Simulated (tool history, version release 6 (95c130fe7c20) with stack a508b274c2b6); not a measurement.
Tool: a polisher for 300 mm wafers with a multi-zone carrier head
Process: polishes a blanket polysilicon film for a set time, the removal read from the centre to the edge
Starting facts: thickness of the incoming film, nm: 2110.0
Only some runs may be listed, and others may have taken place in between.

run    day  flow of slurry (ml/min)  pressure of the head's centre zone  pressure of the head's middle zone  pressure of the head's edge zone  polishing time (s)  film removed at the wafer's centre (nm)  film removed at mid-radius (nm)  film removed at the wafer's edge (nm)
  1      0                      270                                   1                                   1                                 1                  36                                    284.2                           279.36                                 288.42
  2  0.233                      270                                   1                                0.95                                 1                  36                                   287.35                           265.84                                 291.72
  3  0.262                      270                                0.94                                0.95                                 1                  36                                   269.32                           268.34                                 290.59
  4  0.312                      270                                0.94                                0.95                              0.92                  36                                   270.37                           266.46                                 280.58
  5  0.567                      255                                0.91                                0.92                              0.94                  34                                   245.72                           244.29                                 267.93
  6  0.867                      295                                0.91                                0.92                              0.94                  34                                   250.52                           244.81                                 269.37

For run 7, what comes out?
  7  0.992                      280                                0.88                                 0.9                              0.95                  32                                        ?                                ?                                      ?

film removed at the wafer's centre (nm): 221.75
film removed at mid-radius (nm): 224.08
film removed at the wafer's edge (nm): 253.58
